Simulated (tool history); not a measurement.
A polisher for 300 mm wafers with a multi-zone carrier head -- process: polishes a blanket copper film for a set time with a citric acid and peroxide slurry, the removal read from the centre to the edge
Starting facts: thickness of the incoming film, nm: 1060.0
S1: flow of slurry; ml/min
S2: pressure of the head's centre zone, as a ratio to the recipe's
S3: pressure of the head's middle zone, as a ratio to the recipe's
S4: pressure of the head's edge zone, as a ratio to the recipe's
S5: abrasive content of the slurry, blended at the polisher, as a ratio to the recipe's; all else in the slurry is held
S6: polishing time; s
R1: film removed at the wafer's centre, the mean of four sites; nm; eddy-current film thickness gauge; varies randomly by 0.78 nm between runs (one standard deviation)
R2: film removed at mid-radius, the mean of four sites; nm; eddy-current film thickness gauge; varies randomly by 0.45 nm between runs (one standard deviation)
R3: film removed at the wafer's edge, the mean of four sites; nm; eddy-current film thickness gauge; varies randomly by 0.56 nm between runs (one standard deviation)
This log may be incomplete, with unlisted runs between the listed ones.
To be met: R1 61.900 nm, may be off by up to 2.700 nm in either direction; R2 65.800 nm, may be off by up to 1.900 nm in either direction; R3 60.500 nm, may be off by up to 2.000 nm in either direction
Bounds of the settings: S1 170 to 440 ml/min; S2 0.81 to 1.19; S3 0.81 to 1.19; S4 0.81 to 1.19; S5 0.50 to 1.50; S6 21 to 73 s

Run 1, day 0.000: S1 280 ml/min, S2 1.00, S3 1.00, S4 1.00, S5 1.00, S6 47 s. Result: R1 88.691 nm, R2 84.329 nm, R3 84.698 nm.
Run 2, day 0.367: S1 280 ml/min, S2 1.00, S3 1.00, S4 1.00, S5 1.00, S6 56 s. Result: R1 101.830 nm, R2 100.580 nm, R3 102.240 nm.
Run 3, day 0.712: S1 280 ml/min, S2 0.98, S3 1.00, S4 0.98, S5 0.90, S6 53 s. Result: R1 93.487 nm, R2 94.182 nm, R3 92.503 nm.
Run 4, day 1.029: S1 280 ml/min, S2 0.98, S3 1.00, S4 0.98, S5 0.90, S6 43 s. Result: R1 78.801 nm, R2 76.434 nm, R3 75.221 nm.
Run 5, day 1.217: S1 280 ml/min, S2 0.97, S3 0.99, S4 0.96, S5 0.85, S6 43 s. Result: R1 74.228 nm, R2 74.338 nm, R3 73.680 nm.
Run 6, day 1.467: S1 280 ml/min, S2 0.97, S3 1.07, S4 0.96, S5 0.85, S6 43 s. Result: R1 77.427 nm, R2 80.824 nm, R3 73.812 nm.
Run 7, day 1.596: S1 280 ml/min, S2 0.97, S3 1.06, S4 0.94, S5 0.80, S6 43 s. Result: R1 73.796 nm, R2 79.451 nm, R3 73.051 nm.
Run 8, day 1.900: S1 285 ml/min, S2 0.98, S3 1.06, S4 0.93, S5 0.75, S6 42 s. Result: R1 72.615 nm, R2 76.766 nm, R3 70.846 nm.
Run 9, day 1.933: S1 285 ml/min, S2 0.98, S3 1.06, S4 0.92, S5 0.70, S6 41 s. Result: R1 68.830 nm, R2 74.164 nm, R3 67.570 nm.
Run 10, day 2.096: S1 285 ml/min, S2 0.98, S3 1.05, S4 0.91, S5 0.70, S6 41 s. Result: R1 69.655 nm, R2 72.961 nm, R3 66.343 nm.
Run 11, day 2.358: S1 280 ml/min, S2 0.97, S3 1.04, S4 0.90, S5 0.70, S6 41 s. Result: R1 69.787 nm, R2 73.182 nm, R3 67.024 nm.
Run 12, day 2.729: S1 280 ml/min, S2 0.97, S3 1.04, S4 0.90, S5 0.70, S6 41 s. Result: R1 68.428 nm, R2 73.372 nm, R3 66.667 nm.
Run 13, day 2.996: S1 280 ml/min, S2 0.97, S3 1.03, S4 0.89, S5 0.70, S6 41 s. Result: R1 69.961 nm, R2 71.872 nm, R3 66.223 nm.
Run 14, day 3.304: S1 280 ml/min, S2 0.96, S3 1.02, S4 0.88, S5 0.65, S6 41 s. Result: R1 67.681 nm, R2 70.363 nm, R3 65.840 nm.
Run 15, day 3.496: S1 280 ml/min, S2 0.96, S3 1.02, S4 0.87, S5 0.65, S6 41 s. Result: R1 68.612 nm, R2 70.194 nm, R3 64.873 nm.
Run 16, day 3.696: S1 280 ml/min, S2 0.95, S3 1.02, S4 0.86, S5 0.65, S6 41 s. Result: R1 67.636 nm, R2 70.680 nm, R3 66.179 nm.
Run 17, day 3.788: S1 275 ml/min, S2 0.95, S3 1.02, S4 0.86, S5 0.65, S6 41 s. Result: R1 69.524 nm, R2 70.482 nm, R3 65.200 nm.

Consider the 4 candidate settings below. Which is the only one whose results all fall within their allowed miss of target?
Run A, day 3.879: S1 335 ml/min, S2 0.85, S3 1.08, S4 1.08, S5 0.50, S6 42 s. Result: R1 ?, R2 ?, R3 ?.
Run B, day 3.879: S1 270 ml/min, S2 0.91, S3 0.96, S4 0.96, S5 0.55, S6 39 s. Result: R1 ?, R2 ?, R3 ?.
Run C, day 3.879: S1 340 ml/min, S2 0.81, S3 0.92, S4 1.04, S5 0.50, S6 42 s. Result: R1 ?, R2 ?, R3 ?.
Run D, day 3.879: S1 385 ml/min, S2 0.92, S3 0.99, S4 0.84, S5 0.80, S6 37 s. Result: R1 ?, R2 ?, R3 ?.

move      R1      R2      R3
   A  61.408  74.273  73.394
   B  60.288  61.787  64.188
   C  58.507  64.973  72.282
   D  62.600  64.895  61.401
A: corrects the largest miss of the last run, while another result sits out of spec
B: corrects the largest miss of the last run, while another result sits out of spec
C: pushes the last run's worst result past its target
D: every result lands within tolerance
So the answer is move D, the one that meets all the targets.

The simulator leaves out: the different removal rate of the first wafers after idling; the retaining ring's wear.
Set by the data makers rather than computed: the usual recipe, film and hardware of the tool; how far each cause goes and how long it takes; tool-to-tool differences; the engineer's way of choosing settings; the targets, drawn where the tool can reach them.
